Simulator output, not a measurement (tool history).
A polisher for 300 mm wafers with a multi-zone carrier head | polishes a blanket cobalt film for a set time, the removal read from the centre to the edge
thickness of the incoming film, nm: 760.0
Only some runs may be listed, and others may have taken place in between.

run,day,flow of slurry (ml/min),pressure of the head's centre zone,pressure of the head's middle zone,pressure of the head's edge zone,polishing time (s),film removed at the wafer's centre (nm),film removed at mid-radius (nm),film removed at the wafer's edge (nm)
1,0.000,215,1.00,1.00,1.00,48,132.78,135.37,130.43
2,0.050,215,1.00,1.00,1.00,57,157.05,159.95,152.45
3,0.283,210,1.00,1.01,0.96,53,142.74,149.61,140.61
4,0.458,215,1.01,1.03,0.94,49,138.25,140.99,127.14
5,0.750,215,1.01,1.03,1.01,49,133.71,138.09,134.11
# day 0.842: worn pad replaced by a new one
6,0.842,215,1.01,1.03,1.01,42,121.97,128.49,120.05
7,0.883,210,1.00,1.02,0.98,42,124.23,125.48,118.43
8,1.233,210,0.99,1.03,0.96,41,115.00,122.71,113.80
9,1.571,210,0.99,1.03,0.94,41,118.72,123.39,115.18
10,1.779,210,0.99,1.04,0.92,40,112.39,123.41,109.41

Predict the results of run 11:
11,1.838,210,0.99,1.04,0.91,40,?,?,?

{"run 11": {"film removed at the wafer's centre (nm)": 115.59, "film removed at mid-radius (nm)": 120.63, "film removed at the wafer's edge (nm)": 109.68}}
